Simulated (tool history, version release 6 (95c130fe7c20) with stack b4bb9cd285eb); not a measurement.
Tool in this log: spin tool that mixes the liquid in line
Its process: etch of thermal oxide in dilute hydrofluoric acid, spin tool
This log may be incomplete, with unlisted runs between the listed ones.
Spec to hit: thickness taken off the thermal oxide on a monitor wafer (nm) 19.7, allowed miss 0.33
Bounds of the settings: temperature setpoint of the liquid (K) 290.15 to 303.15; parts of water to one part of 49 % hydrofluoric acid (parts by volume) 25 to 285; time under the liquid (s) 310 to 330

run	day	temperature setpoint of the liquid (K)	parts of water to one part of 49 % hydrofluoric acid (parts by volume)	time under the liquid (s)	thickness taken off the thermal oxide on a monitor wafer (nm)
1	0	295.15	155	310	7.9187
2	0.146	297.15	135	310	10.112
3	0.358	297.15	135	330	10.787
4	0.546	298.65	120	330	13.068
5	0.771	298.65	175	330	8.3722
6	1.012	299.65	150	330	10.555
7	1.325	299.65	150	330	10.501
8	1.496	300.65	130	330	12.974
9	1.662	301.15	120	330	14.377
10	1.762	301.65	110	330	16.313
11	2.071	302.15	105	330	17.372
12	2.212	302.15	105	330	17.334
13	2.467	302.65	100	330	18.833
14	2.638	303.15	95	330	20.263

Which one of the following 4 next-run settings gets every result inside its allowed miss? There is exactly one.
A	2.808	303.15	90	325	?
B	2.808	301.65	90	330	?
C	2.808	301.65	90	320	?
D	2.808	301.15	85	320	?

move	thickness taken off the thermal oxide on a monitor wafer (nm)
A	21.167
B	20.299
C	19.684
D	20.587
A: further off than the last run
B: further off than the last run
C: every result within its allowed miss
D: further off than the last run
Answer: C
